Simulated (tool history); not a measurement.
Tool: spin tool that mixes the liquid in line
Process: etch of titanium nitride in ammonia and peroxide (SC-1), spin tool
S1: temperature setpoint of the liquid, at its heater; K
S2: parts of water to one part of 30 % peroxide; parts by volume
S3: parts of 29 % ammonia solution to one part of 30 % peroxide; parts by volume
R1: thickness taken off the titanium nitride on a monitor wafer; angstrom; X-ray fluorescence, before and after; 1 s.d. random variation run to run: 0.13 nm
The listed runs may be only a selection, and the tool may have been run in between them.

Run 1, hour 0: S1 322.15 K, S2 18 parts by volume, S3 0.8 parts by volume, time under the liquid (s) 240. Result: R1 86.107 angstrom.
Run 2, hour 3.6: S1 322.15 K, S2 24.5 parts by volume, S3 0.8 parts by volume, time under the liquid (s) 240. Result: R1 73.895 angstrom.
Run 3, hour 10.5: S1 317.15 K, S2 24.5 parts by volume, S3 0.8 parts by volume, time under the liquid (s) 240. Result: R1 51.593 angstrom.
Run 4, hour 19.4: S1 317.15 K, S2 24.5 parts by volume, S3 0.6 parts by volume, time under the liquid (s) 240. Result: R1 49.585 angstrom.
Run 5, hour 23.8: S1 319.65 K, S2 24.5 parts by volume, S3 0.6 parts by volume, time under the liquid (s) 240. Result: R1 58.394 angstrom.
Run 6, hour 25.1: S1 313.15 K, S2 24.5 parts by volume, S3 0.6 parts by volume, time under the liquid (s) 240. Result: R1 36.74 angstrom.
Run 7, hour 32.9: S1 316.15 K, S2 24.5 parts by volume, S3 0.6 parts by volume, time under the liquid (s) 240. Result: R1 46.141 angstrom.
Run 8, hour 38.3: S1 318.65 K, S2 24.5 parts by volume, S3 0.6 parts by volume, time under the liquid (s) 240. Result: R1 55 angstrom.
Run 9, hour 45.4: S1 326.65 K, S2 24 parts by volume, S3 0.6 parts by volume, time under the liquid (s) 240. Result: R1 97.229 angstrom.
Run 10, hour 50.8: S1 327.65 K, S2 24 parts by volume, S3 0.6 parts by volume, time under the liquid (s) 240. Result: R1 102.58 angstrom.

The next listed run, before its measurement:
Run 11, hour 54.4: S1 328.65 K, S2 24 parts by volume, S3 0.6 parts by volume, time under the liquid (s) 240. Result: R1 ?.

Run 11 produced R1 111.17 angstrom.
